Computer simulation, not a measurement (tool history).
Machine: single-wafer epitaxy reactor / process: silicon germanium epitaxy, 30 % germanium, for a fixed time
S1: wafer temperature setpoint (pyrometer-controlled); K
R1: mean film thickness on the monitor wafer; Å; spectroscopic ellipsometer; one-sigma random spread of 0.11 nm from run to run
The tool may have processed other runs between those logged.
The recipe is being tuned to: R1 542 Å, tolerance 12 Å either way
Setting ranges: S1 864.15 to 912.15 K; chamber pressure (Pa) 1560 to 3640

{"run": 1, "day": 0.0, "S1": 888.15, "chamber pressure (Pa)": 2600, "R1": 752.25}
{"run": 2, "day": 0.062, "S1": 893.15, "chamber pressure (Pa)": 2600, "R1": 826.46}
{"run": 3, "day": 0.279, "S1": 893.15, "chamber pressure (Pa)": 2986, "R1": 857.79}
{"run": 4, "day": 0.508, "S1": 893.15, "chamber pressure (Pa)": 3373, "R1": 891}
{"run": 5, "day": 0.638, "S1": 884.15, "chamber pressure (Pa)": 3333, "R1": 752.94}
{"run": 6, "day": 0.921, "S1": 875.15, "chamber pressure (Pa)": 3333, "R1": 636.13}
{"run": 7, "day": 0.975, "S1": 872.15, "chamber pressure (Pa)": 3320, "R1": 600.1}
{"run": 8, "day": 1.129, "S1": 870.15, "chamber pressure (Pa)": 3306, "R1": 577.3}
{"run": 9, "day": 1.475, "S1": 869.15, "chamber pressure (Pa)": 3306, "R1": 568.4}
{"run": 10, "day": 1.688, "S1": 868.15, "chamber pressure (Pa)": 3306, "R1": 556.95}

4 next moves are on the table. One of them brings every result within its allowed miss. Which?
{"run": "A", "day": 1.9, "S1": 868.15, "chamber pressure (Pa)": 3640, "R1": "?"}
{"run": "B", "day": 1.9, "S1": 869.15, "chamber pressure (Pa)": 3560, "R1": "?"}
{"run": "C", "day": 1.9, "S1": 866.15, "chamber pressure (Pa)": 3346, "R1": "?"}
{"run": "D", "day": 1.9, "S1": 869.15, "chamber pressure (Pa)": 3213, "R1": "?"}

move=A R1=572.87
move=B R1=579.94
move=C R1=537.56
move=D R1=562.39
A: lands further from the targets than the last run did
B: lands further from the targets than the last run did
C: hits every target within its allowed miss
D: lands further from the targets than the last run did
Answer: C
